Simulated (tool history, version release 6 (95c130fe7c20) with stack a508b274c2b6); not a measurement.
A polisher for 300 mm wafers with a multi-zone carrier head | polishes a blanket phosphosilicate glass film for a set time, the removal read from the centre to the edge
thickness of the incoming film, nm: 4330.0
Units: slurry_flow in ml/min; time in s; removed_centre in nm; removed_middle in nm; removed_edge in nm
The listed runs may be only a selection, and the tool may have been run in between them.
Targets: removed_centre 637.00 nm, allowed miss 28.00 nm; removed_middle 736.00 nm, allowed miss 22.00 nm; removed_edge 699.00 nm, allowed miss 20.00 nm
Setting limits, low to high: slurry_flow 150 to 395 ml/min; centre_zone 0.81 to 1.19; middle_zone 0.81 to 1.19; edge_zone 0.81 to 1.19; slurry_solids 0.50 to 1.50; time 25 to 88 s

run	day	slurry_flow	centre_zone	middle_zone	edge_zone	slurry_solids	time	removed_centre	removed_middle	removed_edge
1	0.000	250	1.00	1.00	1.00	1.00	56	532.52	529.69	527.63
2	0.338	255	1.00	1.02	1.03	1.05	56	554.45	562.64	557.88
3	0.375	265	1.00	1.04	1.06	1.10	56	576.04	588.61	572.89
4	0.417	315	1.00	1.04	1.06	1.10	56	563.77	592.28	583.67
5	0.779	360	1.00	1.04	1.06	1.10	56	588.47	597.05	589.07
6	1.150	360	0.99	1.05	1.07	1.15	56	595.32	616.20	603.81
7	1.292	360	0.98	1.06	1.08	1.20	56	596.75	631.90	614.83
8	1.612	360	0.97	1.07	1.09	1.25	56	603.82	652.60	630.34
9	1.679	360	0.97	1.08	1.10	1.30	56	623.84	674.21	656.79
10	1.792	360	0.97	1.09	1.11	1.30	56	623.52	673.75	648.77
11	2.050	360	0.96	1.10	1.12	1.30	56	605.22	678.18	658.52
12	2.375	360	0.96	1.11	1.13	1.30	56	603.44	682.17	658.38

Consider the 4 candidate settings below. Which is the only one whose results all fall within their allowed miss of target?
A	2.700	320	0.84	0.97	1.19	1.20	59	?	?	?
B	2.700	370	0.96	1.12	0.97	1.45	55	?	?	?
C	2.700	320	0.84	1.10	1.19	1.10	67	?	?	?
D	2.700	345	0.92	1.09	1.07	1.40	59	?	?	?

move	removed_centre	removed_middle	removed_edge
A	536.28	603.09	684.10
B	632.02	700.22	631.97
C	582.04	727.59	740.50
D	636.26	719.46	698.22
A: misses by more than the last run did
B: misses by more than the last run did
C: the worst result of the last run now meets its target, but another is out of spec
D: every result within its allowed miss
The right move is D.
